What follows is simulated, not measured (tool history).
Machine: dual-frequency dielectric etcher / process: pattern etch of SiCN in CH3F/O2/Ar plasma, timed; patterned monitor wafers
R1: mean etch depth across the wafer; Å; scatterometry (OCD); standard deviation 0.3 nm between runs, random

Run 1, day 0: source power (W) 470, bias power (W) 101, etch time (s) 82.5. Result: R1 379.34 Å.
Run 2, day 0.188: source power (W) 490, bias power (W) 102, etch time (s) 82.5. Result: R1 388.61 Å.
Run 3, day 0.421: source power (W) 500, bias power (W) 103, etch time (s) 82.5. Result: R1 392.66 Å.
Run 4, day 0.45: source power (W) 500, bias power (W) 92, etch time (s) 82.5. Result: R1 378.17 Å.
Run 5, day 0.504: source power (W) 520, bias power (W) 93, etch time (s) 82.5. Result: R1 385.11 Å.
Run 6, day 0.788: source power (W) 470, bias power (W) 93, etch time (s) 82.5. Result: R1 366.37 Å.
Run 7, day 0.967: source power (W) 490, bias power (W) 94, etch time (s) 82.5. Result: R1 369.84 Å.
Run 8, day 1.196: source power (W) 510, bias power (W) 95, etch time (s) 82.5. Result: R1 383.11 Å.
Run 9, day 1.521: source power (W) 520, bias power (W) 96, etch time (s) 82.5. Result: R1 384.85 Å.
Run 10, day 1.858: source power (W) 530, bias power (W) 97, etch time (s) 82.5. Result: R1 391.63 Å.
Run 11, day 1.892: source power (W) 540, bias power (W) 98, etch time (s) 82.5. Result: R1 390.09 Å.
Run 12, day 2.188: source power (W) 550, bias power (W) 100, etch time (s) 82.5. Result: R1 400.48 Å.

Expected results for the next run?
Run 13, day 2.367: source power (W) 560, bias power (W) 101, etch time (s) 82.5. Result: R1 ?.

Run 13 gave R1 404.87 Å.
